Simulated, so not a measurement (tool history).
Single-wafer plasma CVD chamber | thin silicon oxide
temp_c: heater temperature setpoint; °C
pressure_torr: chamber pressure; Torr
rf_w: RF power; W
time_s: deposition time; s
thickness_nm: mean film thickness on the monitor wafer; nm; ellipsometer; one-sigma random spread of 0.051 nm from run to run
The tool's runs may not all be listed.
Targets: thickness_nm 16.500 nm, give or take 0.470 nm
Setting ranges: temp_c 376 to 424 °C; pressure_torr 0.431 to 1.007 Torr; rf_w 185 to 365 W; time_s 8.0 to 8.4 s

| run | day | temp_c | pressure_torr | rf_w | time_s | thickness_nm |
|---|---|---|---|---|---|---|
| 1 | 0.000 | 400 | 0.719 | 275 | 8.4 | 13.766 |
| 2 | 0.279 | 396 | 0.719 | 275 | 8.4 | 13.889 |
| 3 | 0.317 | 396 | 0.719 | 255 | 8.4 | 13.264 |
| 4 | 0.417 | 396 | 0.769 | 255 | 8.4 | 14.233 |
| 5 | 0.467 | 396 | 0.795 | 255 | 8.4 | 14.672 |
| 6 | 0.621 | 396 | 0.816 | 255 | 8.4 | 14.855 |
| 7 | 0.750 | 396 | 0.816 | 255 | 8.4 | 14.879 |
| 8 | 0.783 | 396 | 0.837 | 255 | 8.4 | 15.310 |
| 9 | 1.096 | 396 | 0.852 | 255 | 8.4 | 15.468 |
| 10 | 1.150 | 396 | 0.866 | 255 | 8.4 | 15.724 |
| 11 | 1.371 | 396 | 0.876 | 255 | 8.4 | 15.787 |
| 12 | 1.658 | 396 | 0.886 | 255 | 8.4 | 15.980 |

Of the 4 settings listed for the next run, only one would bring every result within its allowed miss of target. Which one?
| A | 1.946 | 398 | 0.893 | 265 | 8.4 | ? |
| B | 1.946 | 406 | 1.007 | 260 | 8.4 | ? |
| C | 1.946 | 394 | 0.885 | 255 | 8.2 | ? |
| D | 1.946 | 393 | 1.007 | 280 | 8.1 | ? |

| move | thickness_nm |
|---|---|
| A | 16.414 |
| B | 17.772 |
| C | 15.637 |
| D | 17.939 |
A: every result lands within tolerance
B: moves the result that the last run missed by most past its target, out the other side
C: further off than the last run
D: moves the result that the last run missed by most past its target, out the other side
A meets every target.
